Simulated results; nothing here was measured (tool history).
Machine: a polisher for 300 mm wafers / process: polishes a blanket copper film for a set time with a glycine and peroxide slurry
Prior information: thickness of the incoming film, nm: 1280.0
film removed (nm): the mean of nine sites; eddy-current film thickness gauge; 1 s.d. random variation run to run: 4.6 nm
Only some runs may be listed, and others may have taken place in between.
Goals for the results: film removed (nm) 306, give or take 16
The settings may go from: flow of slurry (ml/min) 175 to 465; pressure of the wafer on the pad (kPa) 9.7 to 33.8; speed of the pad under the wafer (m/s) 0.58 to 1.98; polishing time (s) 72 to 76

run	hour	flow of slurry (ml/min)	pressure of the wafer on the pad (kPa)	speed of the pad under the wafer (m/s)	polishing time (s)	film removed (nm)
1	0	295	21.4	1.28	72	445.18
2	1.1	295	21.4	1.28	72	449.91
3	2.2	295	21.4	1.04	72	383.2
4	5.1	295	21.4	0.86	72	333.8
5	7.6	295	21.4	0.58	72	253.9
6	13.5	295	18.6	0.58	72	220.99
7	20.8	295	20.7	0.58	72	248.99
8	23	295	22.1	0.58	72	256.98
9	27.5	295	23.4	0.58	72	270.91

Pick the move, out of 4, that brings all results within their allowed miss; only one does.
A	32	240	27.6	0.58	72	?
B	32	370	21.4	0.88	72	?
C	32	295	24.1	0.7	76	?
D	32	300	24.1	0.7	76	?

move	film removed (nm)
A	303.04
B	341.01
C	332.54
D	333.07
A: all results land within tolerance of their targets
B: takes the result that was furthest off past its target
C: takes the result that was furthest off past its target
D: takes the result that was furthest off past its target
The move that meets every target is A.
